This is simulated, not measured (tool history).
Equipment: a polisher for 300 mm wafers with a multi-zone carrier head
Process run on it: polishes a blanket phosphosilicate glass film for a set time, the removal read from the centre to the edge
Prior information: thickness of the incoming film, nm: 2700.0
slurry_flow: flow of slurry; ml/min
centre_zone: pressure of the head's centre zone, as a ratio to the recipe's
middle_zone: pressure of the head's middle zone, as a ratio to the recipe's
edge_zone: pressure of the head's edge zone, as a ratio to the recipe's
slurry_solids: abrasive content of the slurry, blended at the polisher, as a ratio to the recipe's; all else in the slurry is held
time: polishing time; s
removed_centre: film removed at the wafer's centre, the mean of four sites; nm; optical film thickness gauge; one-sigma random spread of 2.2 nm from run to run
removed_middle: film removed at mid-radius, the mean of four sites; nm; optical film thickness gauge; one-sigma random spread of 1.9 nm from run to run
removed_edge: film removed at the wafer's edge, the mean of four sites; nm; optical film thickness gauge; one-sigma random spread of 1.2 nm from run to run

run  hour  slurry_flow  centre_zone  middle_zone  edge_zone  slurry_solids  time  removed_centre  removed_middle  removed_edge
  1     0          310            1            1          1              1    35             183           188.7        195.34
  2   2.9          310            1            1          1              1    29          151.55          153.31        162.88
  3   5.4          320         1.03         1.03          1           1.05    29          160.59          161.99         163.9
  4  11.2          320         1.03         1.03          1              1    29          159.87          156.48        162.19
  5  19.9          325         1.05         1.05       1.01           1.05    29          162.23          161.04         165.1
  6  23.7          325         1.08         1.05       1.01           1.05    29          170.63          162.69        164.89
     30.8  -- edge zone pressure recalibrated
  7  30.8          330          1.1         1.07       1.01            1.1    29          173.76          168.97        160.76
  8  38.4          335         1.11         1.07       1.03           1.15    29          178.28          171.22        163.75
  9  40.9          335         1.11         1.07       1.03           1.15    29          179.19          168.93        164.18

Forecast run 10:
 10  48.1          335         1.12         1.08       1.04            1.2    30               ?               ?             ?

Run 10 yielded removed_centre 187.41 nm, removed_middle 177.81 nm, removed_edge 173.68 nm.
